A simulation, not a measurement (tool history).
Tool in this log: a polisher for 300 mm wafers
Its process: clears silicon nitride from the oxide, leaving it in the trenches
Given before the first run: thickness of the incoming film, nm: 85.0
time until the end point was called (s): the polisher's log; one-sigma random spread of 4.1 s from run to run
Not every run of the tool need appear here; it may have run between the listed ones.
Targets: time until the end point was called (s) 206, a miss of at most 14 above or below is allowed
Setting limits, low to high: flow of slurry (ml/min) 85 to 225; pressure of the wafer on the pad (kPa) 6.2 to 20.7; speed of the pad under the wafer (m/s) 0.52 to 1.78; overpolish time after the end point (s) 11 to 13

| run | hour | flow of slurry (ml/min) | pressure of the wafer on the pad (kPa) | speed of the pad under the wafer (m/s) | overpolish time after the end point (s) | time until the end point was called (s) |
|---|---|---|---|---|---|---|
| 1 | 0 | 145 | 13.1 | 1.14 | 13 | 137.58 |
| 2 | 2.8 | 145 | 11.7 | 1.12 | 13 | 146.85 |
| 3 | 6.5 | 145 | 10.3 | 1.08 | 13 | 176.16 |
| 4 | 13.9 | 145 | 11.7 | 1.08 | 13 | 154.89 |
| 5 | 16.6 | 145 | 11.7 | 1.3 | 13 | 134.24 |
| 6 | 17.5 | 145 | 11.7 | 1.02 | 13 | 159.54 |
| 7 | 18.6 | 145 | 11.7 | 1.02 | 13 | 158.95 |
| 8 | 23.6 | 145 | 11 | 1 | 13 | 176.55 |
| 9 | 27.9 | 145 | 10.3 | 1 | 13 | 186.92 |

Below are 5 possible settings for the next run. Only one of them brings all results inside the allowed miss of their targets. Which is it?
| A | 32.2 | 150 | 11.7 | 0.98 | 13 | ? |
| B | 32.2 | 145 | 8.3 | 1.14 | 11 | ? |
| C | 32.2 | 170 | 11 | 1.08 | 13 | ? |
| D | 32.2 | 115 | 11.7 | 1.12 | 13 | ? |
| E | 32.2 | 175 | 14.5 | 0.72 | 13 | ? |

| move | time until the end point was called (s) |
|---|---|
| A | 162.2 |
| B | 202.18 |
| C | 156.42 |
| D | 152.27 |
| E | 162.67 |
A: misses by more than the last run did
B: each result inside its tolerance
C: misses by more than the last run did
D: misses by more than the last run did
E: misses by more than the last run did
Answer: B

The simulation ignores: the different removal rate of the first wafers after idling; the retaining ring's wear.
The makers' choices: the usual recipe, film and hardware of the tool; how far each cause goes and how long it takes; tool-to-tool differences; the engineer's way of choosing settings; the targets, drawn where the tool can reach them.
